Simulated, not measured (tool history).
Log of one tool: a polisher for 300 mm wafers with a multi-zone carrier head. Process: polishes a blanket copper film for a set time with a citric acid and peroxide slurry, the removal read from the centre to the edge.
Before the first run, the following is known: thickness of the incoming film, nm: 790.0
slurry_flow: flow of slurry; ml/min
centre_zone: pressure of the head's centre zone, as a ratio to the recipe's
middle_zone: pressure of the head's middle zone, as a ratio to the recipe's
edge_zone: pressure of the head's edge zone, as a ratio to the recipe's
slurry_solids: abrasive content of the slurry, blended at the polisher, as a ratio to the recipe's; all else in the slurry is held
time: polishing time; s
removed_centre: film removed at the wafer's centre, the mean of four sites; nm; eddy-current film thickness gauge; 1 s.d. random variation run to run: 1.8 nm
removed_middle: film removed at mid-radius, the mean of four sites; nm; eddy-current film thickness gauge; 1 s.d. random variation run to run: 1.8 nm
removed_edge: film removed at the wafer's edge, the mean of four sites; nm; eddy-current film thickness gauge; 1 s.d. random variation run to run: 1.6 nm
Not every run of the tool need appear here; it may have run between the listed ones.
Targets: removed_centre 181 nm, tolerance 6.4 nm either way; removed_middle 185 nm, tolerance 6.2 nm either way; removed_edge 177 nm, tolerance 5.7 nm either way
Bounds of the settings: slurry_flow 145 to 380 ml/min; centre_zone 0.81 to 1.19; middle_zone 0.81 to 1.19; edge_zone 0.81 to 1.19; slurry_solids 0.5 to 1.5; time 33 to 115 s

run,hour,slurry_flow,centre_zone,middle_zone,edge_zone,slurry_solids,time,removed_centre,removed_middle,removed_edge
1,0,245,1,1,1,1,73,294.38,293.89,293.45
2,2.5,200,1,1,1,1,73,288.73,285.28,286.13
3,10.5,195,0.99,0.99,0.97,0.9,68,258.08,259.64,260.3
4,15.6,195,0.99,0.99,0.97,0.9,86,325.98,332.58,333.69
5,23.2,195,0.99,0.99,0.95,0.8,77,280.36,292.49,283.5
6,28.3,195,0.99,0.96,0.95,0.8,77,287.56,281.44,280.01
7,30,200,0.9,0.93,0.85,0.55,56,180.14,191.3,186.44
8,32.3,200,0.91,0.93,0.84,0.55,56,182.04,191.74,187.46

Which single option among these 4 for the next run brings every result within its allowed miss of target? Just one does.
A,34.6,150,0.95,0.93,0.81,0.75,53,?,?,?
B,34.6,210,0.95,0.99,0.82,0.5,56,?,?,?
C,34.6,255,0.87,0.99,0.81,0.5,56,?,?,?
D,34.6,230,0.97,1.06,0.81,0.5,53,?,?,?

move,removed_centre,removed_middle,removed_edge
A,178.67,185.58,176.31
B,186.32,200.4,181.52
C,174.56,204.75,183.41
D,182.22,200.5,172.06
A: all results land within tolerance of their targets
B: brings the result that was furthest off to its target, and leaves another outside
C: lands further from the targets than the last run did
D: brings the result that was furthest off to its target, and leaves another outside
A meets every target.

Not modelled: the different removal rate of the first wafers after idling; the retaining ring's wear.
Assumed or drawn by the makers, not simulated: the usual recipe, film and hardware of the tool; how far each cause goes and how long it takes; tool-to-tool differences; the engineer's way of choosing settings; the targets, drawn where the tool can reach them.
